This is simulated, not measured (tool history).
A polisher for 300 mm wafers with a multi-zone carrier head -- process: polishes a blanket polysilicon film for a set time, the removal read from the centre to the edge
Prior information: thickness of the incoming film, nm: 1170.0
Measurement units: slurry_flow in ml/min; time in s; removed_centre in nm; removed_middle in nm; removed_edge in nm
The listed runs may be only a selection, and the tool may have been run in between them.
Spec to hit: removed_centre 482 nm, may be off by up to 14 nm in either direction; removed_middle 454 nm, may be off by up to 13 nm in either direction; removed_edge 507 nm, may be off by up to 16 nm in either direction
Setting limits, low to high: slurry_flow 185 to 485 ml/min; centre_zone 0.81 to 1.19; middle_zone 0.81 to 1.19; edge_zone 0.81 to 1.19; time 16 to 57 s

{"run": 1, "hour": 0.0, "slurry_flow": 310, "centre_zone": 1, "middle_zone": 1, "edge_zone": 1, "time": 36, "removed_centre": 399.1, "removed_middle": 398.34, "removed_edge": 399.08}
{"run": 2, "hour": 5.2, "slurry_flow": 310, "centre_zone": 0.95, "middle_zone": 1, "edge_zone": 1, "time": 36, "removed_centre": 376.08, "removed_middle": 398.88, "removed_edge": 401.88}
{"run": 3, "hour": 14.1, "slurry_flow": 320, "centre_zone": 0.97, "middle_zone": 0.99, "edge_zone": 1.05, "time": 38, "removed_centre": 416.75, "removed_middle": 418.27, "removed_edge": 426.91}
{"run": 4, "hour": 18.6, "slurry_flow": 310, "centre_zone": 0.96, "middle_zone": 0.97, "edge_zone": 1.07, "time": 40, "removed_centre": 431.46, "removed_middle": 426.91, "removed_edge": 451.2}
{"run": 5, "hour": 26.2, "slurry_flow": 310, "centre_zone": 0.96, "middle_zone": 1.04, "edge_zone": 1.07, "time": 40, "removed_centre": 426.18, "removed_middle": 454.78, "removed_edge": 454.16}
{"run": 6, "hour": 33.3, "slurry_flow": 310, "centre_zone": 0.96, "middle_zone": 1.04, "edge_zone": 1.13, "time": 40, "removed_centre": 430.78, "removed_middle": 453.69, "removed_edge": 460.57}
{"run": 7, "hour": 40.8, "slurry_flow": 320, "centre_zone": 0.96, "middle_zone": 1.01, "edge_zone": 1.15, "time": 41, "removed_centre": 440.15, "removed_middle": 459.37, "removed_edge": 473.17}
{"run": 8, "hour": 44.3, "slurry_flow": 310, "centre_zone": 0.97, "middle_zone": 0.98, "edge_zone": 1.16, "time": 42, "removed_centre": 453.64, "removed_middle": 462.62, "removed_edge": 495.61}

Which single option among these 4 for the next run brings every result within its allowed miss of target? Just one does.
{"run": "A", "hour": 47.8, "slurry_flow": 360, "centre_zone": 0.94, "middle_zone": 0.95, "edge_zone": 1.19, "time": 46, "removed_centre": "?", "removed_middle": "?", "removed_edge": "?"}
{"run": "B", "hour": 47.8, "slurry_flow": 240, "centre_zone": 1.02, "middle_zone": 0.95, "edge_zone": 1.18, "time": 43, "removed_centre": "?", "removed_middle": "?", "removed_edge": "?"}
{"run": "C", "hour": 47.8, "slurry_flow": 200, "centre_zone": 1.09, "middle_zone": 0.94, "edge_zone": 1.17, "time": 44, "removed_centre": "?", "removed_middle": "?", "removed_edge": "?"}
{"run": "D", "hour": 47.8, "slurry_flow": 480, "centre_zone": 1.06, "middle_zone": 0.9, "edge_zone": 1.1, "time": 44, "removed_centre": "?", "removed_middle": "?", "removed_edge": "?"}

move=A removed_centre=488.22 removed_middle=487.46 removed_edge=544.67
move=B removed_centre=482.89 removed_middle=445.16 removed_edge=498.34
move=C removed_centre=521.86 removed_middle=446.56 removed_edge=503.9
move=D removed_centre=535.38 removed_middle=452.2 removed_edge=508.31
A: meets the target for the result that was furthest off, but another lies outside its allowed miss
B: each result inside its tolerance
C: takes the result that was furthest off past its target
D: takes the result that was furthest off past its target
Go with B: it meets all targets.
